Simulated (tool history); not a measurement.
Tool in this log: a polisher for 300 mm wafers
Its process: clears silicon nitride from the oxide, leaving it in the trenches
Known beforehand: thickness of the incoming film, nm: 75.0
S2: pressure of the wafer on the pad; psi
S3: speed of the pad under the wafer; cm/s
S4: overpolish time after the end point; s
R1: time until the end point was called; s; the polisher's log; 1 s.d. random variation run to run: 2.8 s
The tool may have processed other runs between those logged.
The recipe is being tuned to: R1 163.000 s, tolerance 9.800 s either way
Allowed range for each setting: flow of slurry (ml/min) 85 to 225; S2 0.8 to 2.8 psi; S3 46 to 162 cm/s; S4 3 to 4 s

Run 1, day 0.000: flow of slurry (ml/min) 145, S2 1.8 psi, S3 104 cm/s, S4 4 s. Result: R1 100.600 s.
Run 2, day 0.371: flow of slurry (ml/min) 145, S2 2.1 psi, S3 104 cm/s, S4 4 s. Result: R1 90.400 s.
Run 3, day 0.446: flow of slurry (ml/min) 145, S2 2.3 psi, S3 104 cm/s, S4 4 s. Result: R1 82.197 s.
Run 4, day 0.729: flow of slurry (ml/min) 145, S2 2.6 psi, S3 104 cm/s, S4 4 s. Result: R1 75.210 s.
Run 5, day 1.079: flow of slurry (ml/min) 145, S2 2.3 psi, S3 98 cm/s, S4 4 s. Result: R1 91.694 s.
Run 6, day 1.375: flow of slurry (ml/min) 145, S2 2.6 psi, S3 98 cm/s, S4 4 s. Result: R1 80.012 s.
Run 7, day 1.679: flow of slurry (ml/min) 145, S2 2.3 psi, S3 94 cm/s, S4 4 s. Result: R1 92.359 s.
Run 8, day 2.012: flow of slurry (ml/min) 140, S2 1.8 psi, S3 76 cm/s, S4 4 s. Result: R1 138.210 s.
Run 9, day 2.071: flow of slurry (ml/min) 140, S2 1.7 psi, S3 76 cm/s, S4 4 s. Result: R1 145.390 s.

Consider the 4 candidate settings below. Which is the only one whose results all fall within their allowed miss of target?
Run A, day 2.129: flow of slurry (ml/min) 120, S2 1.5 psi, S3 66 cm/s, S4 3 s. Result: R1 ?.
Run B, day 2.129: flow of slurry (ml/min) 135, S2 1.6 psi, S3 60 cm/s, S4 3 s. Result: R1 ?.
Run C, day 2.129: flow of slurry (ml/min) 130, S2 1.6 psi, S3 70 cm/s, S4 4 s. Result: R1 ?.
Run D, day 2.129: flow of slurry (ml/min) 90, S2 1.9 psi, S3 58 cm/s, S4 4 s. Result: R1 ?.

move       R1
   A  185.430
   B  189.160
   C  164.610
   D  191.360
A: carries the result that was furthest off beyond its target, to the other side
B: carries the result that was furthest off beyond its target, to the other side
C: all results in spec
D: carries the result that was furthest off beyond its target, to the other side
The move that meets every target is C.
